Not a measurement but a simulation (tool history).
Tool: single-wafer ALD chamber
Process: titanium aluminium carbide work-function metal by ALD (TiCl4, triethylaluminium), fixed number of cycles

| run | day | heater temperature setpoint (deg C) | triethylaluminium pulse time (s) | mean film thickness on the monitor wafer (angstrom) |
|---|---|---|---|---|
| 1 | 0 | 285 | 11.5 | 18.812 |
| 2 | 0.167 | 291 | 11.5 | 19.194 |
| 3 | 0.45 | 291 | 14.02 | 19.853 |
| 4 | 0.683 | 286 | 13.4 | 19.128 |
|  | 0.758 | triethylaluminium bottle replaced |
| 5 | 0.758 | 296 | 13.4 | 20.667 |
| 6 | 0.996 | 296 | 10.47 | 20.404 |
| 7 | 1.362 | 292 | 10.29 | 19.804 |
| 8 | 1.729 | 288 | 10.2 | 19.621 |
| 9 | 2.021 | 284 | 10.48 | 19.313 |

Forecast run 10:
| 10 | 2.346 | 284 | 10.48 | ? |

{"run 10": {"mean film thickness on the monitor wafer (angstrom)": 19.569}}

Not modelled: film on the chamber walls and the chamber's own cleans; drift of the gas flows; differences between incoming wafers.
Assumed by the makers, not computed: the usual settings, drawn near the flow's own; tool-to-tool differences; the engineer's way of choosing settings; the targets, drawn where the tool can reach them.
